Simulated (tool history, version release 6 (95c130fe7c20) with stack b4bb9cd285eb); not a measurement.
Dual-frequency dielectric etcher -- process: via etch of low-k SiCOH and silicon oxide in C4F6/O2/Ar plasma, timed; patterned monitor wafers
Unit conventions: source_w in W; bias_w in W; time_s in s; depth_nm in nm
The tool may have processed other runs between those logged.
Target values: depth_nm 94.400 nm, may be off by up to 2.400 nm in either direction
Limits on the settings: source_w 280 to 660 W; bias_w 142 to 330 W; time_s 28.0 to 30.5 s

run  hour  source_w  bias_w  time_s  depth_nm
  1   0.0       470     236    30.5    80.161
  2   4.6       470     268    30.5    84.304
  3  11.7       470     247    30.5    81.775
  4  16.2       510     253    30.5    86.553
  5  18.7       450     253    30.5    79.972
  6  25.5       480     256    30.5    83.328
  7  28.4       510     259    30.5    86.418
  8  34.7       530     262    30.5    89.105
  9  41.2       540     263    30.5    90.343
 10  49.3       550     264    30.5    91.576

Exactly one of the 5 candidate moves below puts every result within its allowed miss. Which one?
  A  57.4       520     327    28.5         ?
  B  57.4       600     281    28.0         ?
  C  57.4       540     282    29.5         ?
  D  57.4       580     262    30.5         ?
  E  57.4       590     241    29.5         ?

move  depth_nm
   A    88.965
   B    89.893
   C    89.439
   D    93.911
   E    89.221
A: lands further from the targets than the last run did
B: lands further from the targets than the last run did
C: lands further from the targets than the last run did
D: all results land within tolerance of their targets
E: lands further from the targets than the last run did
Answer: D
